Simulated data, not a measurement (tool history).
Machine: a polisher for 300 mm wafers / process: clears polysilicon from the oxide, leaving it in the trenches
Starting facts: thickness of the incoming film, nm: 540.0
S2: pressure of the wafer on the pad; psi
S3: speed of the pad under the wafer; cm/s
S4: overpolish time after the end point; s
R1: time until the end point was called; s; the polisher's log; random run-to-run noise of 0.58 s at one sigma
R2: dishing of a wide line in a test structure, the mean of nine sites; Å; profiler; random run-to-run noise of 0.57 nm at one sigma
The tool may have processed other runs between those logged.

{"run": 1, "hour": 0.0, "flow of slurry (ml/min)": 200, "S2": 2.7, "S3": 98, "S4": 13, "R1": 40.868, "R2": 460.06}
{"run": 2, "hour": 0.6, "flow of slurry (ml/min)": 200, "S2": 2.3, "S3": 98, "S4": 13, "R1": 47.294, "R2": 450.86}
{"run": 3, "hour": 8.4, "flow of slurry (ml/min)": 175, "S2": 2.3, "S3": 98, "S4": 13, "R1": 49.429, "R2": 452.64}
{"run": 4, "hour": 14.1, "flow of slurry (ml/min)": 210, "S2": 2.4, "S3": 98, "S4": 11, "R1": 46.54, "R2": 441.62}
{"run": 5, "hour": 14.8, "flow of slurry (ml/min)": 210, "S2": 2.4, "S3": 122, "S4": 11, "R1": 39.359, "R2": 469.91}
{"run": 6, "hour": 18.6, "flow of slurry (ml/min)": 210, "S2": 2.9, "S3": 122, "S4": 11, "R1": 32.1, "R2": 479.52}

Run 7, settings as shown, results not yet in. Your forecast:
{"run": 7, "hour": 25.9, "flow of slurry (ml/min)": 235, "S2": 3.2, "S3": 104, "S4": 9, "R1": "?", "R2": "?"}

{"run 7": {"R1": 33.117, "R2": 438.45}}

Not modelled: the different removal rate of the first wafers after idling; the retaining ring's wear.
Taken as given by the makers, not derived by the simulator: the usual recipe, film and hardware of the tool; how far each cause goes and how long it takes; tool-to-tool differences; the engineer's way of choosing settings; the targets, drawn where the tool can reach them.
